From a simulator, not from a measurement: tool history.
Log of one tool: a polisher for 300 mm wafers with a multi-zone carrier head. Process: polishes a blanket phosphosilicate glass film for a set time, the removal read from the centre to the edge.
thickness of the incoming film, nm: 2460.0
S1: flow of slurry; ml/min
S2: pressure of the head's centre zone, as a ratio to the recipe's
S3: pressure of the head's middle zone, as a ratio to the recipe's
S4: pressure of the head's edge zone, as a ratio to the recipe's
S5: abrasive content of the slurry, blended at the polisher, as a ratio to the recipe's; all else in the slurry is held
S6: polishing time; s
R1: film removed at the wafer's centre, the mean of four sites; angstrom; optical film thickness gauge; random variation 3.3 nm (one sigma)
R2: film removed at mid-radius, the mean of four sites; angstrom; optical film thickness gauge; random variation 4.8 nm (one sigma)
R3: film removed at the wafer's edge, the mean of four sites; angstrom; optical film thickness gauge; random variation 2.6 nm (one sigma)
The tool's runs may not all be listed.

run 1 day=0.000 | S1=245 S2=1.00 S3=1.00 S4=1.00 S5=1.00 S6=64 | R1=4028.8 R2=3867.1 R3=3913.0
run 2 day=0.058 | S1=220 S2=1.00 S3=1.00 S4=1.00 S5=1.00 S6=64 | R1=3976.9 R2=3816.5 R3=3760.3
run 3 day=0.162 | S1=200 S2=1.01 S3=0.99 S4=0.96 S5=0.95 S6=64 | R1=3793.6 R2=3744.7 R3=3593.3
run 4 day=0.479 | S1=200 S2=0.96 S3=0.99 S4=0.96 S5=0.95 S6=64 | R1=3658.6 R2=3732.4 R3=3608.7
run 5 day=0.658 | S1=200 S2=0.96 S3=0.99 S4=0.96 S5=0.95 S6=74 | R1=4243.6 R2=4313.6 R3=4164.2
run 6 day=0.788 | S1=200 S2=0.96 S3=0.92 S4=0.96 S5=0.95 S6=74 | R1=4236.7 R2=3983.1 R3=4188.5
run 7 day=1.033 | S1=190 S2=1.00 S3=0.92 S4=0.92 S5=0.80 S6=74 | R1=3859.6 R2=3561.9 R3=3654.7
run 8 day=1.379 | S1=185 S2=1.03 S3=0.93 S4=0.88 S5=0.75 S6=74 | R1=3779.0 R2=3414.7 R3=3423.6
run 9 day=1.646 | S1=180 S2=1.05 S3=0.95 S4=0.86 S5=0.75 S6=74 | R1=3823.8 R2=3477.3 R3=3355.1
run 10 day=1.717 | S1=175 S2=1.06 S3=0.96 S4=0.84 S5=0.75 S6=74 | R1=3815.8 R2=3529.1 R3=3297.7
run 11 day=1.962 | S1=170 S2=1.07 S3=0.96 S4=0.83 S5=0.75 S6=74 | R1=3822.7 R2=3487.3 R3=3241.3

For run 12, what comes out?
run 12 day=2.092 | S1=165 S2=1.07 S3=0.96 S4=0.82 S5=0.75 S6=74 | R1=? R2=? R3=?

R1: 3783.9 angstrom
R2: 3435.9 angstrom
R3: 3252.7 angstrom

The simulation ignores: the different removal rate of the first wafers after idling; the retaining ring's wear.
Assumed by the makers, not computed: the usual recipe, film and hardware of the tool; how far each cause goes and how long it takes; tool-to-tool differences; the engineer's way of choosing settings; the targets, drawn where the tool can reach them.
